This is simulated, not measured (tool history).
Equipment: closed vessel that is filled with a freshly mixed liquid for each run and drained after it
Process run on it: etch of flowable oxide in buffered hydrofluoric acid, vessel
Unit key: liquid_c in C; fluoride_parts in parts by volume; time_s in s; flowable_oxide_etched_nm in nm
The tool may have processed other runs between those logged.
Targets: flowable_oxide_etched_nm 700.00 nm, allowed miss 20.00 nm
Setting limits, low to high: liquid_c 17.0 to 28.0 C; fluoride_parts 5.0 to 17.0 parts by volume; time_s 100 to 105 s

run	hour	liquid_c	fluoride_parts	time_s	flowable_oxide_etched_nm
1	0.0	20.0	10.5	100	334.09
2	3.7	21.5	10.0	100	382.44
3	8.3	23.0	10.0	100	420.48
4	17.1	21.0	10.0	100	376.87
5	21.1	22.0	9.5	100	409.32
6	28.2	24.0	9.5	100	449.52
7	34.8	24.5	9.0	100	490.32
8	41.0	25.0	8.5	100	530.41
9	49.0	28.0	7.0	100	775.11
10	57.6	27.5	7.0	100	754.77

Consider the 4 candidate settings below. Which is the only one whose results all fall within their allowed miss of target?
A	66.2	25.0	6.0	100	?
B	66.2	26.0	6.5	105	?
C	66.2	27.5	7.5	100	?
D	66.2	28.0	7.5	105	?

move	flowable_oxide_etched_nm
A	752.08
B	777.66
C	698.57
D	753.24
A: no nearer and no further than the last run
B: misses by more than the last run did
C: hits every target within its allowed miss
D: no nearer and no further than the last run
C meets every target.
